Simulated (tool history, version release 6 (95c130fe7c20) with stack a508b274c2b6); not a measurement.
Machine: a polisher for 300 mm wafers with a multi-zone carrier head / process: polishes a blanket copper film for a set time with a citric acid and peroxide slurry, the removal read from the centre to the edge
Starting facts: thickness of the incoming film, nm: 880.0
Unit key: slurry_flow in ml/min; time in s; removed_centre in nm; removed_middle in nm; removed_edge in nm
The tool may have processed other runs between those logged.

Run 1, hour 0.0: slurry_flow 265 ml/min, centre_zone 1.00, middle_zone 1.00, edge_zone 1.00, slurry_solids 1.00, time 66 s. Result: removed_centre 168.70 nm, removed_middle 172.85 nm, removed_edge 171.84 nm.
Run 2, hour 5.0: slurry_flow 265 ml/min, centre_zone 1.00, middle_zone 1.00, edge_zone 1.04, slurry_solids 1.00, time 66 s. Result: removed_centre 172.01 nm, removed_middle 168.15 nm, removed_edge 174.41 nm.
Run 3, hour 6.8: slurry_flow 265 ml/min, centre_zone 0.99, middle_zone 1.00, edge_zone 1.02, slurry_solids 0.95, time 65 s. Result: removed_centre 158.67 nm, removed_middle 161.55 nm, removed_edge 171.17 nm.
Run 4, hour 8.8: slurry_flow 265 ml/min, centre_zone 1.06, middle_zone 1.00, edge_zone 1.02, slurry_solids 0.95, time 65 s. Result: removed_centre 175.38 nm, removed_middle 162.17 nm, removed_edge 165.06 nm.
Run 5, hour 13.8: slurry_flow 265 ml/min, centre_zone 1.06, middle_zone 1.08, edge_zone 1.02, slurry_solids 0.95, time 65 s. Result: removed_centre 169.66 nm, removed_middle 173.08 nm, removed_edge 169.52 nm.
Run 6, hour 19.8: slurry_flow 265 ml/min, centre_zone 1.05, middle_zone 1.09, edge_zone 1.00, slurry_solids 0.90, time 64 s. Result: removed_centre 170.42 nm, removed_middle 170.51 nm, removed_edge 164.33 nm.
Run 7, hour 24.2: slurry_flow 265 ml/min, centre_zone 1.02, middle_zone 1.10, edge_zone 0.98, slurry_solids 0.85, time 62 s. Result: removed_centre 157.71 nm, removed_middle 164.33 nm, removed_edge 153.37 nm.

What does the tool deliver on the next run?
Run 8, hour 26.9: slurry_flow 260 ml/min, centre_zone 0.99, middle_zone 1.10, edge_zone 0.97, slurry_solids 0.80, time 61 s. Result: removed_centre ?, removed_middle ?, removed_edge ?.

{"run 8": {"removed_centre": 147.59, "removed_middle": 159.36, "removed_edge": 152.73}}

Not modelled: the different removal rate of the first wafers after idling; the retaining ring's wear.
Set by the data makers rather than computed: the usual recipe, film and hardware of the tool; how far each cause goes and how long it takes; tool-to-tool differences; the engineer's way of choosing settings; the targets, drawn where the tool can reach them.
